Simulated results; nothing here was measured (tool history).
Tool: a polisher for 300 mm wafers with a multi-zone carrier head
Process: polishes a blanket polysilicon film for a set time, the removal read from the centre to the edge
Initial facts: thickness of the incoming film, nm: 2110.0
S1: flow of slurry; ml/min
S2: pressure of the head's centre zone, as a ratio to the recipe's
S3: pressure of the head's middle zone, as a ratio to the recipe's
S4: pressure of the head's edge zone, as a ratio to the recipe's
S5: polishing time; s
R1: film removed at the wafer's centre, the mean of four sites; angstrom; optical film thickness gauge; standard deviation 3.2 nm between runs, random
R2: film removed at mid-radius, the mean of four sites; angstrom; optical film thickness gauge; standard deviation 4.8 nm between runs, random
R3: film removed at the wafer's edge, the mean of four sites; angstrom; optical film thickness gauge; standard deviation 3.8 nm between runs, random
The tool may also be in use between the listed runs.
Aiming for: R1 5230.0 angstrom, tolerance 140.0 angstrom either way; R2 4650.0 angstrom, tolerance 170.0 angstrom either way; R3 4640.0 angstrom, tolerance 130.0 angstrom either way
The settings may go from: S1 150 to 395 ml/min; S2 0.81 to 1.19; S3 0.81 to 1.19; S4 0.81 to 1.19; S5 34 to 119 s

run,hour,S1,S2,S3,S4,S5,R1,R2,R3
1,0.0,250,1.00,1.00,1.00,76,4281.5,4203.2,4262.1
2,6.8,250,1.00,1.00,1.05,76,4340.1,4193.9,4298.7
3,14.8,270,1.03,1.01,1.07,77,4554.1,4365.1,4480.2
4,23.2,270,1.03,1.01,1.01,77,4573.5,4353.8,4304.5
5,27.4,285,1.05,1.01,1.04,78,4702.4,4415.5,4484.1
6,36.0,285,1.01,1.01,1.04,78,4560.6,4491.1,4449.0
7,41.5,285,1.01,1.01,1.04,78,4554.8,4430.7,4423.9
8,50.1,285,1.01,1.01,1.04,78,4594.5,4368.1,4540.4
9,55.1,305,1.04,1.02,1.04,78,4775.4,4407.9,4542.2
10,57.3,315,1.06,1.04,1.03,78,4794.1,4550.3,4505.6

Exercise: of the 5 proposed moves below, exactly one satisfies all targets within the stated allowed misses. Which move is it?
A,59.5,290,1.10,1.00,1.00,82,?,?,?
B,59.5,355,0.90,1.04,1.11,79,?,?,?
C,59.5,340,1.06,0.98,1.13,79,?,?,?
D,59.5,315,1.14,1.02,1.01,83,?,?,?
E,59.5,275,1.07,1.00,1.04,79,?,?,?

move,R1,R2,R3
A,5127.6,4673.9,4624.0
B,4205.7,4749.4,4732.1
C,4857.4,4496.2,4760.9
D,5414.5,4850.5,4729.5
E,4785.2,4477.0,4511.3
A: all results in spec
B: moves away from the targets compared with the last run
C: gains on the last run, yet a result remains outside its allowed miss
D: takes the biggest miss from the last run beyond its target
E: neither nearer nor further off than the last run
The move that meets every target is A.
